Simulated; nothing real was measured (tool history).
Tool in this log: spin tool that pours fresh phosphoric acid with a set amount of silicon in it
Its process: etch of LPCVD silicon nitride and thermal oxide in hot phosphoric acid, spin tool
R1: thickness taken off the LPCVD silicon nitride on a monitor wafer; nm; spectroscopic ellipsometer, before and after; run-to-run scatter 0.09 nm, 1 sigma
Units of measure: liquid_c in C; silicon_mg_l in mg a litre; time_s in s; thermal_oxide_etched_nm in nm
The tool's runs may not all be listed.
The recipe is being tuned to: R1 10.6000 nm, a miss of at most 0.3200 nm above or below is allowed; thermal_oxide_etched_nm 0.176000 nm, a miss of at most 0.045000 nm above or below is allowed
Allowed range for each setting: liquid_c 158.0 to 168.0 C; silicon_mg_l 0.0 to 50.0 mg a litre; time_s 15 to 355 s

{"run": 1, "hour": 0.0, "liquid_c": 163.0, "silicon_mg_l": 22.5, "time_s": 180, "R1": 18.263, "thermal_oxide_etched_nm": 0.34553}
{"run": 2, "hour": 8.4, "liquid_c": 162.5, "silicon_mg_l": 22.5, "time_s": 165, "R1": 16.144, "thermal_oxide_etched_nm": 0.30043}
{"run": 3, "hour": 15.6, "liquid_c": 161.5, "silicon_mg_l": 22.5, "time_s": 155, "R1": 14.818, "thermal_oxide_etched_nm": 0.29955}
{"run": 4, "hour": 20.1, "liquid_c": 161.5, "silicon_mg_l": 10.5, "time_s": 155, "R1": 14.841, "thermal_oxide_etched_nm": 0.36959}
{"run": 5, "hour": 22.4, "liquid_c": 161.5, "silicon_mg_l": 19.0, "time_s": 155, "R1": 14.84, "thermal_oxide_etched_nm": 0.31794}
{"run": 6, "hour": 28.4, "liquid_c": 159.5, "silicon_mg_l": 19.0, "time_s": 155, "R1": 14.027, "thermal_oxide_etched_nm": 0.28157}
{"run": 7, "hour": 35.5, "liquid_c": 159.5, "silicon_mg_l": 20.5, "time_s": 145, "R1": 12.954, "thermal_oxide_etched_nm": 0.24644}
{"run": 8, "hour": 38.4, "liquid_c": 159.5, "silicon_mg_l": 21.5, "time_s": 140, "R1": 12.623, "thermal_oxide_etched_nm": 0.24314}
{"run": 9, "hour": 42.7, "liquid_c": 159.5, "silicon_mg_l": 23.0, "time_s": 135, "R1": 12.218, "thermal_oxide_etched_nm": 0.20731}
{"run": 10, "hour": 48.1, "liquid_c": 159.5, "silicon_mg_l": 23.0, "time_s": 130, "R1": 11.705, "thermal_oxide_etched_nm": 0.2109}
{"run": 11, "hour": 49.2, "liquid_c": 158.5, "silicon_mg_l": 24.5, "time_s": 115, "R1": 9.9881, "thermal_oxide_etched_nm": 0.16529}
{"run": 12, "hour": 51.7, "liquid_c": 159.0, "silicon_mg_l": 25.0, "time_s": 115, "R1": 10.276, "thermal_oxide_etched_nm": 0.1629}

Consider the 5 candidate settings below. Which is the only one whose results all fall within their allowed miss of target?
{"run": "A", "hour": 54.2, "liquid_c": 159.0, "silicon_mg_l": 24.0, "time_s": 120, "R1": "?", "thermal_oxide_etched_nm": "?"}
{"run": "B", "hour": 54.2, "liquid_c": 159.5, "silicon_mg_l": 28.5, "time_s": 110, "R1": "?", "thermal_oxide_etched_nm": "?"}
{"run": "C", "hour": 54.2, "liquid_c": 159.0, "silicon_mg_l": 34.0, "time_s": 110, "R1": "?", "thermal_oxide_etched_nm": "?"}
{"run": "D", "hour": 54.2, "liquid_c": 160.0, "silicon_mg_l": 25.5, "time_s": 110, "R1": "?", "thermal_oxide_etched_nm": "?"}
{"run": "E", "hour": 54.2, "liquid_c": 161.5, "silicon_mg_l": 7.0, "time_s": 100, "R1": "?", "thermal_oxide_etched_nm": "?"}

move=A R1=10.6800 thermal_oxide_etched_nm=0.146550
move=B R1=9.9567 thermal_oxide_etched_nm=0.119190
move=C R1=9.7904 thermal_oxide_etched_nm=0.091003
move=D R1=10.1260 thermal_oxide_etched_nm=0.137690
move=E R1=9.6790 thermal_oxide_etched_nm=0.227530
A: meets every target
B: moves away from the targets compared with the last run
C: moves away from the targets compared with the last run
D: moves away from the targets compared with the last run
E: moves away from the targets compared with the last run
A is the move that brings every result within its allowed miss.

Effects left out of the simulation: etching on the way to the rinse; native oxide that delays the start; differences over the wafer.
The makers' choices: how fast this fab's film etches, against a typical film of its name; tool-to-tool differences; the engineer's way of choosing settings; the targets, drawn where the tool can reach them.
